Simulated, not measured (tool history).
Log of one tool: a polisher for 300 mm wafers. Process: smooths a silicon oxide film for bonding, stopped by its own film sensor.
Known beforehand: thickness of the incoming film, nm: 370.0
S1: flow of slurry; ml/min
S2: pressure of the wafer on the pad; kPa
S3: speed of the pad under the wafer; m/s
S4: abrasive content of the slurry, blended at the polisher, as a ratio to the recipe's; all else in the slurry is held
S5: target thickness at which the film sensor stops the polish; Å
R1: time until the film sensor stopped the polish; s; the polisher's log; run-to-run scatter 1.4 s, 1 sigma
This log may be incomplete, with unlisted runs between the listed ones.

run	hour	S1	S2	S3	S4	S5	R1
1	0.0	240	11.0	0.86	1.0	3480	41.224
2	2.4	240	11.0	0.72	1.0	3480	46.090
3	9.1	240	10.3	0.70	1.0	3480	50.384
4	10.5	240	10.3	0.70	1.0	3500	47.067
5	15.3	240	9.7	0.68	1.0	3500	50.317
# hour 19.2: worn pad replaced by a new one
6	19.2	240	9.7	0.68	1.2	3500	42.693

The next listed run, before its measurement:
7	20.3	240	9.0	0.64	1.2	3500	?

R1: 48.534 s
